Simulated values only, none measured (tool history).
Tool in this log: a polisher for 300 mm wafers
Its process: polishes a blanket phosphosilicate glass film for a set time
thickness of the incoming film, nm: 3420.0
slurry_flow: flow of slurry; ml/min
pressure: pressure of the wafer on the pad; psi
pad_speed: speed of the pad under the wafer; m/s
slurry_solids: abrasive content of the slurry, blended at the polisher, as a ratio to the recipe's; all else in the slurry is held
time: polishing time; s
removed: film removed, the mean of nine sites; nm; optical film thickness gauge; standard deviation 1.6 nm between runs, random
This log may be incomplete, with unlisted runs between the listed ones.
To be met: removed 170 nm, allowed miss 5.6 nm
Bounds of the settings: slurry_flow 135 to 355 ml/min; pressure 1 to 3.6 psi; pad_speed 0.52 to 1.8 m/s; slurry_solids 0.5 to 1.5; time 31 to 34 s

run    day  slurry_flow  pressure  pad_speed  slurry_solids  time  removed
  1      0          225       2.3       1.16              1    34   260.05
  2  0.367          225       2.7       1.16              1    34   300.64
  3  0.504          185       2.7       1.16              1    34   288.92
  4  0.667          175       2.3       1.14              1    34   244.43
  5  1.017          175       2.7       1.14              1    34   281.75
  6  1.167          170       2.3       1.12              1    34   239.39
  7  1.462          165         2       1.12              1    34    215.3
  8  1.542          165       1.4        1.1              1    34   161.66
  9  1.675          170       1.4        1.1              1    34   163.45
 10  1.721          175       1.4        1.1              1    34   161.21

Next run, 4 choices. One meets every target within its allowed miss, the rest don't. Which?
  A  1.767          140       1.9       1.06           0.95    34        ?
  B  1.767          230       1.2       1.24            1.1    33        ?
  C  1.767          170         1        1.4           1.15    32        ?
  D  1.767          170       1.1       1.22            1.2    32        ?

move  removed
   A   187.85
   B   171.54
   C   157.98
   D   153.45
A: moves the result that the last run missed by most past its target, out the other side
B: in spec on every target
C: misses by more than the last run did
D: misses by more than the last run did
Move B is the one to make.
